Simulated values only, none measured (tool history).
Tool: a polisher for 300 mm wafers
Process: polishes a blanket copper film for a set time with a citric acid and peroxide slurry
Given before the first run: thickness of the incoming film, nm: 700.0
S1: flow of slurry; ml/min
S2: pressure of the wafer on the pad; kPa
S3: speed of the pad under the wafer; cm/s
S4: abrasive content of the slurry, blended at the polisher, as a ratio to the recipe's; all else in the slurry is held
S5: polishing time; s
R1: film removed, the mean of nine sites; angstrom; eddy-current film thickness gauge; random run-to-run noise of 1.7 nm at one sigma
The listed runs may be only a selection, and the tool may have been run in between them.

| run | hour | S1 | S2 | S3 | S4 | S5 | R1 |
|---|---|---|---|---|---|---|---|
| 1 | 0.0 | 260 | 26.2 | 116 | 1.0 | 45 | 1186.7 |
| 2 | 3.9 | 235 | 26.2 | 116 | 1.0 | 45 | 1205.9 |
| 3 | 5.4 | 235 | 26.2 | 116 | 1.0 | 45 | 1169.8 |
| 4 | 8.5 | 235 | 26.2 | 116 | 1.0 | 45 | 1161.8 |
| 5 | 15.7 | 235 | 31.7 | 116 | 1.0 | 45 | 1432.6 |
| 6 | 17.1 | 235 | 31.7 | 116 | 1.0 | 45 | 1438.4 |
| 7 | 24.3 | 235 | 34.5 | 116 | 1.0 | 45 | 1557.0 |
| 8 | 27.0 | 235 | 36.5 | 116 | 1.0 | 45 | 1610.7 |
| 9 | 33.4 | 235 | 36.5 | 116 | 1.0 | 45 | 1657.6 |
| 10 | 34.0 | 235 | 36.5 | 116 | 1.0 | 45 | 1638.6 |
| 11 | 42.3 | 235 | 37.9 | 118 | 1.0 | 45 | 1712.8 |

Expected results for the next run?
| 12 | 46.1 | 235 | 38.6 | 120 | 1.0 | 45 | ? |

{"run 12": {"R1": 1788.5}}

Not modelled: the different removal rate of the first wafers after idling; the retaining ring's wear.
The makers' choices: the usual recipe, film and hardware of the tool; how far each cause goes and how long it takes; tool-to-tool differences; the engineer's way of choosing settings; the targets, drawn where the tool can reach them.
